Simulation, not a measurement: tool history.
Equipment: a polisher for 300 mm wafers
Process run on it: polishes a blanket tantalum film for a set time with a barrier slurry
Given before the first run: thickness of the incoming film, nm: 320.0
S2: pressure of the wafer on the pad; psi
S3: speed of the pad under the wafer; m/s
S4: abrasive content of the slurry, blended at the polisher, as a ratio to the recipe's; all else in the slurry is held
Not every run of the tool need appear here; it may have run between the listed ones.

Run 1, hour 0.0: flow of slurry (ml/min) 300, S2 2.2 psi, S3 1.18 m/s, S4 1.0, polishing time (s) 29. Result: film removed (nm) 61.835.
Run 2, hour 6.3: flow of slurry (ml/min) 300, S2 2.6 psi, S3 1.18 m/s, S4 1.0, polishing time (s) 29. Result: film removed (nm) 72.867.
Run 3, hour 7.1: flow of slurry (ml/min) 300, S2 2.3 psi, S3 1.10 m/s, S4 1.0, polishing time (s) 29. Result: film removed (nm) 60.811.
Run 4, hour 8.7: flow of slurry (ml/min) 300, S2 2.3 psi, S3 0.80 m/s, S4 1.0, polishing time (s) 29. Result: film removed (nm) 44.599.
Run 5, hour 10.2: flow of slurry (ml/min) 300, S2 2.1 psi, S3 0.80 m/s, S4 1.0, polishing time (s) 29. Result: film removed (nm) 40.535.
At hour 17.3: slurry blender recalibrated.
Run 6, hour 17.3: flow of slurry (ml/min) 300, S2 1.9 psi, S3 0.80 m/s, S4 1.0, polishing time (s) 29. Result: film removed (nm) 44.624.
Run 7, hour 19.2: flow of slurry (ml/min) 275, S2 1.7 psi, S3 0.74 m/s, S4 0.9, polishing time (s) 28. Result: film removed (nm) 34.359.
Run 8, hour 23.1: flow of slurry (ml/min) 270, S2 1.6 psi, S3 0.72 m/s, S4 0.9, polishing time (s) 28. Result: film removed (nm) 31.884.

What does the tool deliver on the next run?
Run 9, hour 30.3: flow of slurry (ml/min) 270, S2 1.6 psi, S3 0.72 m/s, S4 0.9, polishing time (s) 28. Result: film removed (nm) ?.

Run 9 yielded film removed (nm) 31.868.

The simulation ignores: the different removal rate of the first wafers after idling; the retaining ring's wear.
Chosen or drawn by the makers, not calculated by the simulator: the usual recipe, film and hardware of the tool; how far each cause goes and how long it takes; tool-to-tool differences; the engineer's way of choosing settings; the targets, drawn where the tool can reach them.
